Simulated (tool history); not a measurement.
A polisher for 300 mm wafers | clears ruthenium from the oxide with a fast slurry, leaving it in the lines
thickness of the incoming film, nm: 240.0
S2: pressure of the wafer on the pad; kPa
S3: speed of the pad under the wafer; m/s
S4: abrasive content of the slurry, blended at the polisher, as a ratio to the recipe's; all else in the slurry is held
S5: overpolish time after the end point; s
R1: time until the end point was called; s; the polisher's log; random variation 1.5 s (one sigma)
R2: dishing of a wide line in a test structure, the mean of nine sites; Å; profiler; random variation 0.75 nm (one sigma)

Run 1, day 0: flow of slurry (ml/min) 220, S2 13.1 kPa, S3 1.14 m/s, S4 1, S5 25 s. Result: R1 75.107 s, R2 542.3 Å.
Run 2, day 0.288: flow of slurry (ml/min) 220, S2 13.1 kPa, S3 1.14 m/s, S4 0.9, S5 25 s. Result: R1 77.503 s, R2 531.81 Å.
Run 3, day 0.479: flow of slurry (ml/min) 200, S2 13.1 kPa, S3 1.14 m/s, S4 0.9, S5 25 s. Result: R1 79.535 s, R2 517.45 Å.
Run 4, day 0.692: flow of slurry (ml/min) 200, S2 13.1 kPa, S3 1.14 m/s, S4 0.8, S5 25 s. Result: R1 80.265 s, R2 489 Å.
Run 5, day 0.804: flow of slurry (ml/min) 200, S2 12.4 kPa, S3 1.14 m/s, S4 0.8, S5 26 s. Result: R1 84.433 s, R2 496.06 Å.
Run 6, day 0.904: flow of slurry (ml/min) 170, S2 12.4 kPa, S3 1.14 m/s, S4 0.8, S5 26 s. Result: R1 87.816 s, R2 493 Å.
Run 7, day 1.233: flow of slurry (ml/min) 170, S2 11.7 kPa, S3 1.14 m/s, S4 0.8, S5 27 s. Result: R1 91.897 s, R2 481.96 Å.
Run 8, day 1.425: flow of slurry (ml/min) 170, S2 11.7 kPa, S3 1.14 m/s, S4 0.8, S5 27 s. Result: R1 91.206 s, R2 473.17 Å.
Run 9, day 1.638: flow of slurry (ml/min) 170, S2 11 kPa, S3 1.14 m/s, S4 0.8, S5 28 s. Result: R1 96.767 s, R2 491.73 Å.

Run 10 comes next. What will it give?
Run 10, day 1.662: flow of slurry (ml/min) 170, S2 9.7 kPa, S3 1.14 m/s, S4 0.85, S5 29 s. Result: R1 ?, R2 ?.

Run 10 gave R1 102.91 s, R2 448.8 Å.

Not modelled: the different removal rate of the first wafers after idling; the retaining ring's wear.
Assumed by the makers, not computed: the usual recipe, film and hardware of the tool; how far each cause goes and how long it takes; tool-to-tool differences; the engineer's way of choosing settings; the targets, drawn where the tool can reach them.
